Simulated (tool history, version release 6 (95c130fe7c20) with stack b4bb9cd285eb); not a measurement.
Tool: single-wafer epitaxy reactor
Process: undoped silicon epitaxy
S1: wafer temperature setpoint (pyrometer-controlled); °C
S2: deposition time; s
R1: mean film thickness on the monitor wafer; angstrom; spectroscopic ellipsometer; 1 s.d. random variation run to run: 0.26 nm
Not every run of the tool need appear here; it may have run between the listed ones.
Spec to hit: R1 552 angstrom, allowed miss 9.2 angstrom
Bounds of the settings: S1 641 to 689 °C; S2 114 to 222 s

| run | hour | S1 | S2 | R1 |
|---|---|---|---|---|
| 1 | 0 | 665 | 168 | 372.59 |
| 2 | 8.3 | 665 | 155 | 342.18 |
| 3 | 11.6 | 671 | 155 | 385.92 |
| 4 | 17.4 | 676 | 155 | 418.91 |
| 5 | 24.8 | 680 | 157 | 460.64 |
| 6 | 26.9 | 688 | 157 | 526.74 |
| 7 | 35.8 | 688 | 158 | 532.86 |
| 8 | 38.5 | 688 | 159 | 534.11 |

Exactly one of the 4 candidate moves below puts every result within its allowed miss. Which one?
| A | 41.2 | 688 | 164 | ? |
| B | 41.2 | 688 | 158 | ? |
| C | 41.2 | 686 | 163 | ? |
| D | 41.2 | 689 | 153 | ? |

| move | R1 |
|---|---|
| A | 555.19 |
| B | 534.88 |
| C | 532.35 |
| D | 527.31 |
A: every result lands within tolerance
B: no nearer and no further than the last run
C: the biggest miss grows against the last run
D: the biggest miss grows against the last run
A meets every target.

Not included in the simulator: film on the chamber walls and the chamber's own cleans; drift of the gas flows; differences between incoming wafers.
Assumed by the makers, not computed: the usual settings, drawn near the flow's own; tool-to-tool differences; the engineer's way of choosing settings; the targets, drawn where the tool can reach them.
